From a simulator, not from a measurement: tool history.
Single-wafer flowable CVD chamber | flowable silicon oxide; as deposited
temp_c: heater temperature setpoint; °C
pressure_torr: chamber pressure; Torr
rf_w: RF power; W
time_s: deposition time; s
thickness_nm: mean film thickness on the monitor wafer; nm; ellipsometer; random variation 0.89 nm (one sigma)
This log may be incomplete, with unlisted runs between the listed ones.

| run | day | temp_c | pressure_torr | rf_w | time_s | thickness_nm |
|---|---|---|---|---|---|---|
| 1 | 0.000 | 110 | 0.572 | 2455 | 842 | 255.18 |
| 2 | 0.292 | 110 | 0.572 | 2455 | 868 | 265.53 |
| 3 | 0.325 | 115 | 0.571 | 2455 | 868 | 217.97 |
| 4 | 0.617 | 115 | 0.571 | 2455 | 868 | 220.51 |
| 5 | 0.975 | 118 | 0.570 | 2455 | 868 | 197.70 |
| 6 | 1.000 | 129 | 0.570 | 2455 | 868 | 142.51 |
| 7 | 1.367 | 128 | 0.570 | 2455 | 868 | 144.66 |
| 8 | 1.717 | 127 | 0.570 | 2455 | 868 | 150.00 |

Predict the results of run 9:
| 9 | 2.012 | 126 | 0.570 | 2455 | 868 | ? |

Run 9 gave thickness_nm 154.90 nm.
